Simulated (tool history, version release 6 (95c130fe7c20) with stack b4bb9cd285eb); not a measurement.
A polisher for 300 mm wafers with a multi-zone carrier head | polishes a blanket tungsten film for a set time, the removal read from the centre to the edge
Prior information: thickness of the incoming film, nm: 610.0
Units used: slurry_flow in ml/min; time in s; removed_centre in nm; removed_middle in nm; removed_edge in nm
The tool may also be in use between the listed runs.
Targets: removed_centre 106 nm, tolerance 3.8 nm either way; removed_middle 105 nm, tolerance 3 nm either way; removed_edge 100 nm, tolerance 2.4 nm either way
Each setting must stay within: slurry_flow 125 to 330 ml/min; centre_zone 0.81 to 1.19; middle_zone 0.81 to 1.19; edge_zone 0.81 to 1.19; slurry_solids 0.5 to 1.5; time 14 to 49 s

run,hour,slurry_flow,centre_zone,middle_zone,edge_zone,slurry_solids,time,removed_centre,removed_middle,removed_edge
1,0,210,1,1,1,1,31,140.3,138.53,138.43
2,5.8,210,0.92,1,1,1,31,128.57,140.42,137.73
3,6.7,205,0.93,0.99,0.97,0.9,30,119.6,129.52,128.49
4,10.4,205,0.87,0.99,0.97,0.9,30,113.51,133.26,128.9
5,12.3,205,0.87,0.99,0.97,0.9,25,95.251,108.97,107.06
6,19.9,205,0.87,0.99,0.97,0.9,21,80.238,93.059,90.537
7,25,220,0.9,1,0.99,0.95,21,85.34,95.027,92.77
8,31.4,225,0.93,1.01,1.01,1,21,89.022,96.94,95.81
9,40.2,285,1.03,1.06,0.99,1.05,21,104.59,105,96.731
10,45.4,285,1.03,1.06,1,1.05,21,103.12,103.9,97.457
11,50.7,285,1.03,1.06,1.01,1.05,21,103.6,105.59,96.492
12,58.1,285,1.03,1.05,1.02,1.05,21,100.76,104.01,97.787

Exercise: of the 5 proposed moves below, exactly one satisfies all targets within the stated allowed misses. Which move is it?
A,65.5,240,0.97,1.06,0.97,0.9,22,?,?,?
B,65.5,265,0.97,1.06,1.02,0.8,23,?,?,?
C,65.5,320,1,1.05,1.05,0.85,22,?,?,?
D,65.5,300,1.03,1.09,1.01,0.95,22,?,?,?
E,65.5,290,1.04,1.05,1.06,0.9,22,?,?,?

move,removed_centre,removed_middle,removed_edge
A,95.633,103.35,96.003
B,98.438,106.25,100.86
C,100.37,104.11,100.65
D,105.38,109.67,100.85
E,104.63,104.53,101.77
A: further off than the last run
B: further off than the last run
C: further off than the last run
D: corrects the largest miss of the last run, while another result sits out of spec
E: each result inside its tolerance
The move that meets every target is E.

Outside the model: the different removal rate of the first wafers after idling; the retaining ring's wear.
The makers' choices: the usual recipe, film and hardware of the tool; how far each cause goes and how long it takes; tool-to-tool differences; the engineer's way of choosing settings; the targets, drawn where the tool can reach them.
